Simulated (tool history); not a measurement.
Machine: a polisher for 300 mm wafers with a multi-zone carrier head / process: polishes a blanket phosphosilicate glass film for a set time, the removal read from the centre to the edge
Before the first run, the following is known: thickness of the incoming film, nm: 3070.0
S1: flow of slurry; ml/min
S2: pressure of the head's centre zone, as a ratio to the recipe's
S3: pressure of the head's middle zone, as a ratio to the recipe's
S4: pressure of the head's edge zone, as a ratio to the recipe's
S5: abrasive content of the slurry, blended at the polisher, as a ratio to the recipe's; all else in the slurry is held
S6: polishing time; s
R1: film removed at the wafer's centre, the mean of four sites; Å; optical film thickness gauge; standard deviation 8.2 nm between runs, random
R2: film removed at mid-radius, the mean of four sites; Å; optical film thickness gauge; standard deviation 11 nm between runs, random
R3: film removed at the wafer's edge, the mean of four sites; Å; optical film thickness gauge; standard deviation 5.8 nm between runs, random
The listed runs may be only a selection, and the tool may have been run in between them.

Run 1, hour 0: S1 195 ml/min, S2 1, S3 1, S4 1, S5 1, S6 73 s. Result: R1 6234.9 Å, R2 6169 Å, R3 6331 Å.
Run 2, hour 8.6: S1 200 ml/min, S2 1, S3 1.01, S4 1.03, S5 1.05, S6 73 s. Result: R1 6440.4 Å, R2 6428.8 Å, R3 6558.5 Å.
Run 3, hour 10.7: S1 200 ml/min, S2 1, S3 1.08, S4 1.03, S5 1.05, S6 73 s. Result: R1 6662.4 Å, R2 6590.4 Å, R3 6659.8 Å.
Run 4, hour 16.2: S1 165 ml/min, S2 1, S3 1.08, S4 1.03, S5 1.05, S6 73 s. Result: R1 6365.7 Å, R2 6574.8 Å, R3 6517 Å.
Run 5, hour 18.5: S1 175 ml/min, S2 0.99, S3 1.08, S4 1.06, S5 1.1, S6 73 s. Result: R1 6467.7 Å, R2 6618.4 Å, R3 6884 Å.
Run 6, hour 21.4: S1 155 ml/min, S2 0.99, S3 1.08, S4 1.06, S5 1.1, S6 73 s. Result: R1 6385.3 Å, R2 6638.1 Å, R3 6735 Å.
Run 7, hour 25.5: S1 165 ml/min, S2 0.99, S3 1.1, S4 1.08, S5 1.15, S6 73 s. Result: R1 6694.8 Å, R2 7001.1 Å, R3 7020.8 Å.
Run 8, hour 33.1: S1 175 ml/min, S2 0.99, S3 1.09, S4 1.1, S5 1.2, S6 73 s. Result: R1 6764.1 Å, R2 6923.6 Å, R3 7383.8 Å.
Run 9, hour 35: S1 180 ml/min, S2 0.99, S3 1.11, S4 1.11, S5 1.25, S6 73 s. Result: R1 6936 Å, R2 7353.6 Å, R3 7585.7 Å.
Run 10, hour 39.2: S1 190 ml/min, S2 1, S3 1.11, S4 1.12, S5 1.25, S6 73 s. Result: R1 7093.4 Å, R2 7562.8 Å, R3 7632 Å.
Run 11, hour 43.6: S1 195 ml/min, S2 1.01, S3 1.1, S4 1.13, S5 1.25, S6 73 s. Result: R1 7208.2 Å, R2 7526.7 Å, R3 7616 Å.

Run 12, settings as shown, results not yet in. Your forecast:
Run 12, hour 47.1: S1 200 ml/min, S2 1.01, S3 1.09, S4 1.14, S5 1.3, S6 73 s. Result: R1 ?, R2 ?, R3 ?.

Logged for run 12: R1 7352.5 Å, R2 7551.8 Å, R3 7844.2 Å.

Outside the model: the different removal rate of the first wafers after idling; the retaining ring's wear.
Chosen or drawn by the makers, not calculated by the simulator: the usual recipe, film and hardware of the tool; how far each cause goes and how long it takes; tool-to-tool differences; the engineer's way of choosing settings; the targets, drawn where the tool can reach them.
